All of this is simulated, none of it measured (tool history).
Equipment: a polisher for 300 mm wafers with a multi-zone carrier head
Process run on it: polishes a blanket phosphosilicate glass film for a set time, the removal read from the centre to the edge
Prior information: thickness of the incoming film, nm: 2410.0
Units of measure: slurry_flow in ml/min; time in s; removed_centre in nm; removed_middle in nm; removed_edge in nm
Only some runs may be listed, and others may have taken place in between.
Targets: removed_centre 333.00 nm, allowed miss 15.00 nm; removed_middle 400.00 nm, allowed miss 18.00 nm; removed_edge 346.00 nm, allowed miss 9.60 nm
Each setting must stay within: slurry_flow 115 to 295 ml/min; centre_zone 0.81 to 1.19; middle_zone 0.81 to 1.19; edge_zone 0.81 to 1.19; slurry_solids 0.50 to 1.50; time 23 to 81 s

{"run": 1, "hour": 0.0, "slurry_flow": 190, "centre_zone": 1.0, "middle_zone": 1.0, "edge_zone": 1.0, "slurry_solids": 1.0, "time": 52, "removed_centre": 329.45, "removed_middle": 324.17, "removed_edge": 332.19}
{"run": 2, "hour": 5.1, "slurry_flow": 205, "centre_zone": 0.99, "middle_zone": 1.06, "edge_zone": 1.0, "slurry_solids": 1.0, "time": 52, "removed_centre": 327.59, "removed_middle": 342.86, "removed_edge": 328.45}
{"run": 3, "hour": 8.2, "slurry_flow": 215, "centre_zone": 0.98, "middle_zone": 1.1, "edge_zone": 1.02, "slurry_solids": 1.05, "time": 52, "removed_centre": 341.43, "removed_middle": 367.76, "removed_edge": 343.26}
{"run": 4, "hour": 12.0, "slurry_flow": 215, "centre_zone": 0.91, "middle_zone": 1.1, "edge_zone": 1.02, "slurry_solids": 1.05, "time": 52, "removed_centre": 328.72, "removed_middle": 369.12, "removed_edge": 345.48}
{"run": 5, "hour": 20.2, "slurry_flow": 215, "centre_zone": 0.84, "middle_zone": 1.1, "edge_zone": 1.02, "slurry_solids": 1.05, "time": 52, "removed_centre": 307.66, "removed_middle": 367.85, "removed_edge": 341.38}
{"run": 6, "hour": 27.9, "slurry_flow": 215, "centre_zone": 0.84, "middle_zone": 1.1, "edge_zone": 1.02, "slurry_solids": 0.85, "time": 52, "removed_centre": 267.46, "removed_middle": 323.68, "removed_edge": 301.51}
{"run": 7, "hour": 28.6, "slurry_flow": 225, "centre_zone": 0.86, "middle_zone": 1.13, "edge_zone": 1.03, "slurry_solids": 0.9, "time": 52, "removed_centre": 284.43, "removed_middle": 344.7, "removed_edge": 321.38}
{"run": 8, "hour": 31.8, "slurry_flow": 235, "centre_zone": 0.88, "middle_zone": 1.15, "edge_zone": 1.01, "slurry_solids": 0.95, "time": 52, "removed_centre": 302.35, "removed_middle": 371.99, "removed_edge": 330.24}
{"run": 9, "hour": 37.8, "slurry_flow": 235, "centre_zone": 0.88, "middle_zone": 1.15, "edge_zone": 1.01, "slurry_solids": 0.95, "time": 52, "removed_centre": 310.31, "removed_middle": 363.6, "removed_edge": 324.2}
{"run": 10, "hour": 46.0, "slurry_flow": 240, "centre_zone": 0.87, "middle_zone": 1.16, "edge_zone": 1.02, "slurry_solids": 1.0, "time": 52, "removed_centre": 309.17, "removed_middle": 382.54, "removed_edge": 335.79}
{"run": 11, "hour": 49.2, "slurry_flow": 245, "centre_zone": 0.89, "middle_zone": 1.17, "edge_zone": 1.02, "slurry_solids": 1.0, "time": 52, "removed_centre": 315.18, "removed_middle": 389.99, "removed_edge": 343.54}

Of the 5 settings listed for the next run, only one would bring every result within its allowed miss of target. Which one?
{"run": "A", "hour": 52.4, "slurry_flow": 240, "centre_zone": 1.0, "middle_zone": 1.01, "edge_zone": 1.02, "slurry_solids": 1.1, "time": 54, "removed_centre": "?", "removed_middle": "?", "removed_edge": "?"}
{"run": "B", "hour": 52.4, "slurry_flow": 230, "centre_zone": 0.88, "middle_zone": 1.13, "edge_zone": 1.04, "slurry_solids": 1.0, "time": 56, "removed_centre": "?", "removed_middle": "?", "removed_edge": "?"}
{"run": "C", "hour": 52.4, "slurry_flow": 245, "centre_zone": 0.88, "middle_zone": 1.17, "edge_zone": 1.12, "slurry_solids": 0.85, "time": 55, "removed_centre": "?", "removed_middle": "?", "removed_edge": "?"}
{"run": "D", "hour": 52.4, "slurry_flow": 270, "centre_zone": 0.92, "middle_zone": 1.19, "edge_zone": 0.82, "slurry_solids": 0.85, "time": 64, "removed_centre": "?", "removed_middle": "?", "removed_edge": "?"}
{"run": "E", "hour": 52.4, "slurry_flow": 245, "centre_zone": 0.9, "middle_zone": 1.15, "edge_zone": 0.98, "slurry_solids": 1.1, "time": 51, "removed_centre": "?", "removed_middle": "?", "removed_edge": "?"}

move=A removed_centre=371.19 removed_middle=363.48 removed_edge=371.68
move=B removed_centre=333.10 removed_middle=392.30 removed_edge=367.77
move=C removed_centre=299.70 removed_middle=363.22 removed_edge=342.13
move=D removed_centre=364.16 removed_middle=433.95 removed_edge=346.35
move=E removed_centre=327.05 removed_middle=384.68 removed_edge=344.34
A: takes the result that was furthest off past its target
B: the furthest-off result lands on target, but another misses its tolerance
C: misses by more than the last run did
D: takes the result that was furthest off past its target
E: hits every target within its allowed miss
E is the move that brings every result within its allowed miss.
